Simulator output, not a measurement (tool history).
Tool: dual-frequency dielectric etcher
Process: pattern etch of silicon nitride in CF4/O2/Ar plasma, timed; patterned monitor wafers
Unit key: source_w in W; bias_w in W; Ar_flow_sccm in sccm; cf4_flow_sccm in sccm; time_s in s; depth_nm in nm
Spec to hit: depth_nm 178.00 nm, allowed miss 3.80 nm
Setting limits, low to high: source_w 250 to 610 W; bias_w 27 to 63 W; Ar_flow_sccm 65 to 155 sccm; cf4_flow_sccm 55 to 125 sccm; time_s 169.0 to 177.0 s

run 1 hour=0.0 | source_w=430 bias_w=45 Ar_flow_sccm=110 cf4_flow_sccm=90 time_s=169.0 | depth_nm=254.22
run 2 hour=2.3 | source_w=430 bias_w=45 Ar_flow_sccm=120 cf4_flow_sccm=90 time_s=169.0 | depth_nm=251.26
run 3 hour=6.1 | source_w=430 bias_w=45 Ar_flow_sccm=105 cf4_flow_sccm=90 time_s=169.0 | depth_nm=257.10
run 4 hour=14.3 | source_w=430 bias_w=45 Ar_flow_sccm=89 cf4_flow_sccm=90 time_s=169.0 | depth_nm=263.81
run 5 hour=20.9 | source_w=430 bias_w=45 Ar_flow_sccm=89 cf4_flow_sccm=82 time_s=169.0 | depth_nm=260.67
-- hour=22.2 source power generator calibrated
run 6 hour=22.2 | source_w=380 bias_w=44 Ar_flow_sccm=90 cf4_flow_sccm=82 time_s=169.0 | depth_nm=225.35
run 7 hour=31.2 | source_w=350 bias_w=44 Ar_flow_sccm=90 cf4_flow_sccm=82 time_s=169.0 | depth_nm=209.20
run 8 hour=38.7 | source_w=330 bias_w=44 Ar_flow_sccm=90 cf4_flow_sccm=82 time_s=169.0 | depth_nm=198.43
run 9 hour=41.1 | source_w=270 bias_w=44 Ar_flow_sccm=90 cf4_flow_sccm=82 time_s=169.0 | depth_nm=164.61
run 10 hour=46.0 | source_w=280 bias_w=44 Ar_flow_sccm=90 cf4_flow_sccm=82 time_s=169.0 | depth_nm=170.15

Consider the 5 candidate settings below. Which is the only one whose results all fall within their allowed miss of target?
run A hour=50.9 | source_w=260 bias_w=46 Ar_flow_sccm=93 cf4_flow_sccm=77 time_s=172.5 | depth_nm=?
run B hour=50.9 | source_w=250 bias_w=47 Ar_flow_sccm=92 cf4_flow_sccm=82 time_s=176.5 | depth_nm=?
run C hour=50.9 | source_w=290 bias_w=47 Ar_flow_sccm=98 cf4_flow_sccm=90 time_s=169.0 | depth_nm=?
run D hour=50.9 | source_w=260 bias_w=52 Ar_flow_sccm=84 cf4_flow_sccm=69 time_s=169.0 | depth_nm=?
run E hour=50.9 | source_w=280 bias_w=44 Ar_flow_sccm=111 cf4_flow_sccm=58 time_s=169.5 | depth_nm=?

move=A depth_nm=162.94
move=B depth_nm=163.22
move=C depth_nm=179.39
move=D depth_nm=167.52
move=E depth_nm=159.23
A: misses by more than the last run did
B: misses by more than the last run did
C: in spec on every target
D: misses by more than the last run did
E: misses by more than the last run did
The right move is C.
